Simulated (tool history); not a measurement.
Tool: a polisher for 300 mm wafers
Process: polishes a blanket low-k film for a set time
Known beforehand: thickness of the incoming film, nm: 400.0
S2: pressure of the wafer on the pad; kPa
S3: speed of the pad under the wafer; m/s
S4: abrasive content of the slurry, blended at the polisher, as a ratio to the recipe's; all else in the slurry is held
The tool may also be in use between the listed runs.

Run 1, hour 0: flow of slurry (ml/min) 285, S2 12.4 kPa, S3 1.1 m/s, S4 1, polishing time (s) 26. Result: film removed (Å) 122.82.
Run 2, hour 4.7: flow of slurry (ml/min) 285, S2 11 kPa, S3 1.1 m/s, S4 1, polishing time (s) 26. Result: film removed (Å) 114.36.
Run 3, hour 6.6: flow of slurry (ml/min) 285, S2 11 kPa, S3 1.1 m/s, S4 1, polishing time (s) 23. Result: film removed (Å) 99.261.
Run 4, hour 10.7: flow of slurry (ml/min) 285, S2 11 kPa, S3 1.1 m/s, S4 1, polishing time (s) 26. Result: film removed (Å) 110.94.
Run 5, hour 16.8: flow of slurry (ml/min) 285, S2 10.3 kPa, S3 1.1 m/s, S4 1, polishing time (s) 26. Result: film removed (Å) 105.27.
Run 6, hour 20.1: flow of slurry (ml/min) 285, S2 9.7 kPa, S3 1.1 m/s, S4 1, polishing time (s) 26. Result: film removed (Å) 100.88.
Run 7, hour 26.5: flow of slurry (ml/min) 285, S2 9 kPa, S3 1.1 m/s, S4 1, polishing time (s) 26. Result: film removed (Å) 95.52.

Estimate the outcome of run 8 from the log above:
Run 8, hour 30.6: flow of slurry (ml/min) 285, S2 8.3 kPa, S3 1.1 m/s, S4 1, polishing time (s) 26. Result: film removed (Å) ?.

For run 8 the tool returned film removed (Å) 90.053.

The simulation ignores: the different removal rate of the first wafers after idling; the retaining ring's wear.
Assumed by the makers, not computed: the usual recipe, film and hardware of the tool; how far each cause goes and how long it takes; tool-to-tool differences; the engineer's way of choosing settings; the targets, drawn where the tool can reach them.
